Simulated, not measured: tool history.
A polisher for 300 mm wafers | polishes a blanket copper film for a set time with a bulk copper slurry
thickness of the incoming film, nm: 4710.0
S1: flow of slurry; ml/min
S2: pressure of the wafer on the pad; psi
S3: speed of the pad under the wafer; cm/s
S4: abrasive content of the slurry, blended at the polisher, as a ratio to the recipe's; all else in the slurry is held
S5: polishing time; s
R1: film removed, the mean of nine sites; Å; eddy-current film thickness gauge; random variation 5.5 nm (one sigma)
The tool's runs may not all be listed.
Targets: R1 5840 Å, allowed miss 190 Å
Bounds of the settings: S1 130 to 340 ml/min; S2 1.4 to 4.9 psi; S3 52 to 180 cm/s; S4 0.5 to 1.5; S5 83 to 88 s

run 1 hour=0 | S1=220 S2=3.1 S3=116 S4=1 S5=83 | R1=10453
run 2 hour=8.2 | S1=175 S2=3.1 S3=116 S4=1 S5=83 | R1=10005
run 3 hour=13.1 | S1=170 S2=2.8 S3=116 S4=1 S5=83 | R1=9115.3
run 4 hour=18 | S1=170 S2=2.5 S3=116 S4=1 S5=83 | R1=8218.1
run 5 hour=19.9 | S1=170 S2=2.3 S3=116 S4=1 S5=83 | R1=7667.3
run 6 hour=25.5 | S1=170 S2=2.3 S3=130 S4=1 S5=83 | R1=8434.8
run 7 hour=28.9 | S1=165 S2=1.4 S3=118 S4=1 S5=83 | R1=4957.5
run 8 hour=31.6 | S1=165 S2=1.5 S3=118 S4=1 S5=83 | R1=5195.5

4 next moves are on the table. One of them brings every result within its allowed miss. Which?
run A hour=34.3 | S1=150 S2=1.7 S3=116 S4=1 S5=85 | R1=?
run B hour=34.3 | S1=175 S2=1.6 S3=108 S4=1.05 S5=85 | R1=?
run C hour=34.3 | S1=180 S2=1.7 S3=124 S4=1.1 S5=88 | R1=?
run D hour=34.3 | S1=150 S2=1.4 S3=114 S4=1.1 S5=83 | R1=?

move=A R1=5828.3
move=B R1=5351.2
move=C R1=6745.9
move=D R1=4795.5
A: meets every target
B: nearer than the last run, and not there yet
C: takes the result that was furthest off past its target
D: further off than the last run
Answer: A

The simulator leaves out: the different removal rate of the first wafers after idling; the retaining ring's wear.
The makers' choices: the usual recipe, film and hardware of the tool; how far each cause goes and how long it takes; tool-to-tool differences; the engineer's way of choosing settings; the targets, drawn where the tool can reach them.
